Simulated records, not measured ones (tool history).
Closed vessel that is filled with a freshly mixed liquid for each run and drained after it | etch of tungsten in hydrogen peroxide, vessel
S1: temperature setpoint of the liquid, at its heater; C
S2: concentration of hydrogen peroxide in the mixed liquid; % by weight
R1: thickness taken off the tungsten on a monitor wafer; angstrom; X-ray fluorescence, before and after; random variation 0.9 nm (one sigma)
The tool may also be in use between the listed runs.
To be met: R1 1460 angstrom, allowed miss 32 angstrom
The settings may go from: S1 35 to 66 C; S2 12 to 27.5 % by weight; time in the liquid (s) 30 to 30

run 1 hour=0 | S1=51 S2=18.5 time_in_the_liquid_(s)=30 | R1=884.01
run 2 hour=3.8 | S1=52.5 S2=18.5 time_in_the_liquid_(s)=30 | R1=963.97
run 3 hour=13 | S1=54 S2=18.5 time_in_the_liquid_(s)=30 | R1=1048.7
run 4 hour=17.4 | S1=50.5 S2=18.5 time_in_the_liquid_(s)=30 | R1=849.75
run 5 hour=24.1 | S1=52.5 S2=18.5 time_in_the_liquid_(s)=30 | R1=958.75
run 6 hour=27.6 | S1=54 S2=18.5 time_in_the_liquid_(s)=30 | R1=1052.7
run 7 hour=34.5 | S1=60.5 S2=18.5 time_in_the_liquid_(s)=30 | R1=1548.9
run 8 hour=43.5 | S1=60 S2=18.5 time_in_the_liquid_(s)=30 | R1=1492.7

4 next moves are on the table. One of them brings every result within its allowed miss. Which?
run A hour=52.5 | S1=60 S2=20.5 time_in_the_liquid_(s)=30 | R1=?
run B hour=52.5 | S1=59 S2=19.5 time_in_the_liquid_(s)=30 | R1=?
run C hour=52.5 | S1=62 S2=15 time_in_the_liquid_(s)=30 | R1=?
run D hour=52.5 | S1=62.5 S2=15 time_in_the_liquid_(s)=30 | R1=?

move=A R1=1575.8
move=B R1=1450.7
move=C R1=1511.2
move=D R1=1554.6
A: further off than the last run
B: meets every target
C: further off than the last run
D: further off than the last run
Move B is the one to make.
